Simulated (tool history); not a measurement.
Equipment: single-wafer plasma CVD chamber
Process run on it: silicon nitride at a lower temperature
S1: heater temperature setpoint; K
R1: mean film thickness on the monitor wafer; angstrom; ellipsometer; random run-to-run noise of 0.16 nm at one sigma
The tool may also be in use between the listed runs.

run 1 hour=0 | S1=633.15 chamber_pressure_(Pa)=221 RF_power_(W)=400 deposition_time_(s)=27.6 | R1=358.78
run 2 hour=6.5 | S1=626.15 chamber_pressure_(Pa)=221 RF_power_(W)=400 deposition_time_(s)=27.6 | R1=361.89
run 3 hour=9.9 | S1=626.15 chamber_pressure_(Pa)=221 RF_power_(W)=400 deposition_time_(s)=28.5 | R1=369.9
run 4 hour=17.1 | S1=626.15 chamber_pressure_(Pa)=232 RF_power_(W)=405 deposition_time_(s)=28.5 | R1=376.53
run 5 hour=18.4 | S1=626.15 chamber_pressure_(Pa)=232 RF_power_(W)=405 deposition_time_(s)=28.5 | R1=377.63
run 6 hour=26.6 | S1=633.15 chamber_pressure_(Pa)=232 RF_power_(W)=405 deposition_time_(s)=28.5 | R1=378.89
run 7 hour=29.9 | S1=633.15 chamber_pressure_(Pa)=240 RF_power_(W)=410 deposition_time_(s)=28.5 | R1=385.85
run 8 hour=34.4 | S1=633.15 chamber_pressure_(Pa)=248 RF_power_(W)=415 deposition_time_(s)=28.5 | R1=388.68

Expected results for the next run?
run 9 hour=40.2 | S1=633.15 chamber_pressure_(Pa)=253 RF_power_(W)=420 deposition_time_(s)=28.5 | R1=?

Run 9 came out at R1 396.41 angstrom.

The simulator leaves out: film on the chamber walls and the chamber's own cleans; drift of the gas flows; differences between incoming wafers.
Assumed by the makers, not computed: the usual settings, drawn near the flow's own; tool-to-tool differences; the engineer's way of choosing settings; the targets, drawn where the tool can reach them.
